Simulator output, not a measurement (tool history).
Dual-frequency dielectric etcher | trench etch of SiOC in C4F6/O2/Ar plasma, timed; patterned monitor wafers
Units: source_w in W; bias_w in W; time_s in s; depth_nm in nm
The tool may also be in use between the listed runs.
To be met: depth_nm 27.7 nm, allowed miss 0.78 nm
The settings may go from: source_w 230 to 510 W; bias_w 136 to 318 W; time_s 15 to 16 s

| run | hour | source_w | bias_w | time_s | depth_nm |
|---|---|---|---|---|---|
| 1 | 0 | 370 | 227 | 15 | 31.577 |
| 2 | 4.3 | 370 | 227 | 15 | 31.633 |
| 3 | 10.7 | 370 | 227 | 16 | 33.718 |
| 4 | 15.8 | 340 | 227 | 16 | 32.751 |
| 5 | 22.3 | 300 | 227 | 16 | 31.235 |
| 6 | 26.7 | 300 | 210 | 16 | 30.399 |
| 7 | 31.8 | 290 | 208 | 16 | 29.824 |
| 8 | 39.3 | 280 | 207 | 16 | 29.521 |
| 9 | 42.1 | 270 | 206 | 16 | 28.985 |
| 10 | 43 | 270 | 205 | 16 | 28.972 |
| 11 | 51.5 | 270 | 204 | 16 | 28.935 |
| 12 | 55.9 | 270 | 203 | 16 | 28.963 |
| 13 | 58 | 270 | 202 | 16 | 28.919 |
| 14 | 66.2 | 270 | 201 | 16 | 28.841 |
| 15 | 68.9 | 270 | 200 | 16 | 28.684 |
| 16 | 72.6 | 270 | 199 | 16 | 28.693 |
| 17 | 77.3 | 270 | 198 | 16 | 28.69 |
| 18 | 81 | 270 | 197 | 16 | 28.6 |
| 19 | 84.5 | 270 | 196 | 16 | 28.651 |
| 20 | 91.5 | 270 | 195 | 16 | 28.692 |
| 21 | 95.6 | 270 | 194 | 16 | 28.51 |

Which of these 5 next moves meets every target?
| A | 99.7 | 250 | 192 | 15 | ? |
| B | 99.7 | 260 | 225 | 16 | ? |
| C | 99.7 | 300 | 224 | 15.5 | ? |
| D | 99.7 | 230 | 258 | 15 | ? |
| E | 99.7 | 350 | 196 | 15.5 | ? |

| move | depth_nm |
|---|---|
| A | 25.91 |
| B | 29.572 |
| C | 30.142 |
| D | 27.809 |
| E | 30.531 |
A: takes the result that was furthest off past its target
B: further off than the last run
C: further off than the last run
D: meets every target
E: further off than the last run
Move D is the one to make.
